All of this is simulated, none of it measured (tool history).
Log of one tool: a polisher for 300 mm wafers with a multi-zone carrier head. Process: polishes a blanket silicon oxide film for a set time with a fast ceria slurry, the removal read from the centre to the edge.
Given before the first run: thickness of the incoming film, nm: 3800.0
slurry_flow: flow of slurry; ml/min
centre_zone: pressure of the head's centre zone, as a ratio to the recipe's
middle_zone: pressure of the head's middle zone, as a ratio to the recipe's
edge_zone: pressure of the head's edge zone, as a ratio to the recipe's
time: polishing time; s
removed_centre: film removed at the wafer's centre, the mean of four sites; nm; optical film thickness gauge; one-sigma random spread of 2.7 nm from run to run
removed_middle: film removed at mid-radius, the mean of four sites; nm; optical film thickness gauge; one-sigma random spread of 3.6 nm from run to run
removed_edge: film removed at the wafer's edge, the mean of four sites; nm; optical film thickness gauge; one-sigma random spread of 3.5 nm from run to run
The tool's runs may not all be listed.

{"run": 1, "hour": 0.0, "slurry_flow": 300, "centre_zone": 1.0, "middle_zone": 1.0, "edge_zone": 1.0, "time": 30, "removed_centre": 332.06, "removed_middle": 341.3, "removed_edge": 329.59}
{"run": 2, "hour": 4.8, "slurry_flow": 300, "centre_zone": 1.0, "middle_zone": 1.08, "edge_zone": 1.0, "time": 30, "removed_centre": 333.39, "removed_middle": 370.74, "removed_edge": 331.54}
{"run": 3, "hour": 11.1, "slurry_flow": 305, "centre_zone": 0.99, "middle_zone": 1.09, "edge_zone": 1.03, "time": 31, "removed_centre": 344.48, "removed_middle": 382.77, "removed_edge": 345.26}
{"run": 4, "hour": 13.8, "slurry_flow": 255, "centre_zone": 0.99, "middle_zone": 1.09, "edge_zone": 1.03, "time": 31, "removed_centre": 343.83, "removed_middle": 374.79, "removed_edge": 341.01}
{"run": 5, "hour": 20.0, "slurry_flow": 255, "centre_zone": 0.99, "middle_zone": 1.05, "edge_zone": 1.03, "time": 31, "removed_centre": 335.31, "removed_middle": 365.12, "removed_edge": 345.39}
{"run": 6, "hour": 28.9, "slurry_flow": 330, "centre_zone": 0.99, "middle_zone": 1.05, "edge_zone": 1.03, "time": 31, "removed_centre": 344.45, "removed_middle": 374.48, "removed_edge": 344.48}
{"run": 7, "hour": 30.8, "slurry_flow": 320, "centre_zone": 0.97, "middle_zone": 1.06, "edge_zone": 1.04, "time": 32, "removed_centre": 347.31, "removed_middle": 389.01, "removed_edge": 363.99}

The next listed run, before its measurement:
{"run": 8, "hour": 38.1, "slurry_flow": 320, "centre_zone": 0.96, "middle_zone": 1.07, "edge_zone": 1.06, "time": 32, "removed_centre": "?", "removed_middle": "?", "removed_edge": "?"}

Run 8 yielded removed_centre 345.01 nm, removed_middle 391.02 nm, removed_edge 365.45 nm.
